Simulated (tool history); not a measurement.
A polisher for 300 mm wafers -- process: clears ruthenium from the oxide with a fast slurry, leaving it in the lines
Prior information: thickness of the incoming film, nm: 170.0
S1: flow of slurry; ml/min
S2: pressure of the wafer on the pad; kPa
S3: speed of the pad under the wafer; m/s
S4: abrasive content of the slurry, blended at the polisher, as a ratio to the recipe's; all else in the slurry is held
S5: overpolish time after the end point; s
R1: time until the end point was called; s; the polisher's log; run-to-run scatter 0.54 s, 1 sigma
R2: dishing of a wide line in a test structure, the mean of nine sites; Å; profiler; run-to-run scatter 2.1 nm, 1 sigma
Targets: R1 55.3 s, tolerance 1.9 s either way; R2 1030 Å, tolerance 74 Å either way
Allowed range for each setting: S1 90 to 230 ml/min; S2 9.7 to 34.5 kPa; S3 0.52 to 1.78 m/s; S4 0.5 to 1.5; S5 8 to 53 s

{"run": 1, "hour": 0.0, "S1": 150, "S2": 22.1, "S3": 1.14, "S4": 1, "S5": 27, "R1": 41.145, "R2": 839.74}
{"run": 2, "hour": 2.9, "S1": 150, "S2": 22.1, "S3": 1.32, "S4": 1, "S5": 27, "R1": 36.186, "R2": 903.53}
{"run": 3, "hour": 11.4, "S1": 180, "S2": 22.1, "S3": 1.32, "S4": 1, "S5": 27, "R1": 34.559, "R2": 964.78}
{"run": 4, "hour": 18.6, "S1": 175, "S2": 20.7, "S3": 1.32, "S4": 1, "S5": 29, "R1": 36.782, "R2": 951.2}
{"run": 5, "hour": 26.7, "S1": 200, "S2": 20.7, "S3": 1.32, "S4": 1, "S5": 29, "R1": 35.651, "R2": 996.29}
{"run": 6, "hour": 33.6, "S1": 200, "S2": 15.9, "S3": 1.32, "S4": 1, "S5": 29, "R1": 46.904, "R2": 822.19}
{"run": 7, "hour": 34.4, "S1": 195, "S2": 15.2, "S3": 1.32, "S4": 1, "S5": 31, "R1": 48.04, "R2": 805.66}
{"run": 8, "hour": 36.2, "S1": 190, "S2": 14.5, "S3": 1.32, "S4": 1, "S5": 34, "R1": 50.331, "R2": 848.59}
{"run": 9, "hour": 43.7, "S1": 165, "S2": 13.1, "S3": 1.32, "S4": 1, "S5": 45, "R1": 56.703, "R2": 914.7}
{"run": 10, "hour": 45.3, "S1": 165, "S2": 13.1, "S3": 1.32, "S4": 1, "S5": 46, "R1": 57.881, "R2": 991.74}

Of the 5 settings listed for the next run, only one would bring every result within its allowed miss of target. Which one?
{"run": "A", "hour": 46.9, "S1": 150, "S2": 15.9, "S3": 1.2, "S4": 1.1, "S5": 34, "R1": "?", "R2": "?"}
{"run": "B", "hour": 46.9, "S1": 175, "S2": 15.9, "S3": 1.28, "S4": 0.9, "S5": 37, "R1": "?", "R2": "?"}
{"run": "C", "hour": 46.9, "S1": 150, "S2": 14.5, "S3": 1.16, "S4": 1.15, "S5": 39, "R1": "?", "R2": "?"}
{"run": "D", "hour": 46.9, "S1": 160, "S2": 14.5, "S3": 1.44, "S4": 0.95, "S5": 44, "R1": "?", "R2": "?"}
{"run": "E", "hour": 46.9, "S1": 170, "S2": 17.2, "S3": 1.08, "S4": 0.95, "S5": 50, "R1": "?", "R2": "?"}

move=A R1=50.194 R2=834.57
move=B R1=52.575 R2=859.13
move=C R1=55.162 R2=862.11
move=D R1=49.858 R2=1013
move=E R1=55.249 R2=1030.9
A: pushes the last run's worst result past its target
B: pushes the last run's worst result past its target
C: corrects the largest miss of the last run, while another result sits out of spec
D: pushes the last run's worst result past its target
E: each result inside its tolerance
Go with E: it meets all targets.

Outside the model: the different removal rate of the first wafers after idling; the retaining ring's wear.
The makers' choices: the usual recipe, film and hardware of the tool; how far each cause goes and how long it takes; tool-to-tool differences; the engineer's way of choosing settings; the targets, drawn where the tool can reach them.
